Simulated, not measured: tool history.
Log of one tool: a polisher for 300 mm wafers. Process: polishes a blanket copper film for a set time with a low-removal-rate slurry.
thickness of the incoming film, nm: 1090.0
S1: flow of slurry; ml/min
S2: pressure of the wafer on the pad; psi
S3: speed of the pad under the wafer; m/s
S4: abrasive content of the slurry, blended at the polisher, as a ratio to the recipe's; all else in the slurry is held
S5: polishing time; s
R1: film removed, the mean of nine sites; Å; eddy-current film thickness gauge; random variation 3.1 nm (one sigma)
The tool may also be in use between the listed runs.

run  hour   S1   S2    S3   S4  S5      R1
  1   0.0  225  2.9  1.32  1.0  94  3652.0
  2   3.7  225  2.8  1.32  1.0  94  3671.4
  3  10.0  225  2.8  1.32  1.0  99  3735.9
  4  16.8  225  2.7  1.32  1.0  99  3641.1
  5  24.3  280  2.7  1.32  1.0  99  3802.8
  6  28.2  275  2.6  1.32  1.0  99  3556.5
  7  31.1  275  2.5  1.32  1.0  99  3486.7

Forecast run 8:
  8  32.5  270  1.9  1.30  1.0  99   ?

{"run 8": {"R1": 2647.4}}
